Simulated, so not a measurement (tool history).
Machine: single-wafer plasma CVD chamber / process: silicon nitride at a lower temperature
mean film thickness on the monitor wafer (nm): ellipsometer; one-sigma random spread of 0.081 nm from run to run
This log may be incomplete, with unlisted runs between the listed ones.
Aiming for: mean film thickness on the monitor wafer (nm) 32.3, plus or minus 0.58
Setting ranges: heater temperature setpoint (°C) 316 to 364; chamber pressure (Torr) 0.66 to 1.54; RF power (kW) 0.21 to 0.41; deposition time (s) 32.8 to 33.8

run,hour,heater temperature setpoint (°C),chamber pressure (Torr),RF power (kW),deposition time (s),mean film thickness on the monitor wafer (nm)
1,0,340,1.1,0.31,32.8,37.197
2,3.4,340,1.1,0.35,32.8,39.993
3,9.3,340,0.92,0.35,32.8,36.408
4,12.2,340,0.92,0.35,32.8,36.52
5,17.5,340,0.92,0.335,32.8,35.405
6,24,340,0.87,0.335,32.8,34.278
7,31.6,340,0.84,0.335,32.8,33.333
8,39.5,340,0.83,0.335,32.8,33.13
9,40.1,340,0.82,0.335,32.8,33.045

Next run, 4 choices. One meets every target within its allowed miss, the rest don't. Which?
A,40.7,336,0.79,0.325,33.8,?
B,40.7,335,0.8,0.345,33.8,?
C,40.7,328,0.96,0.29,33,?
D,40.7,324,0.77,0.37,32.8,?

move,mean film thickness on the monitor wafer (nm)
A,32.537
B,34.102
C,33.519
D,33.707
A: each result inside its tolerance
B: the biggest miss grows against the last run
C: the biggest miss grows against the last run
D: the biggest miss grows against the last run
Go with A: it meets all targets.
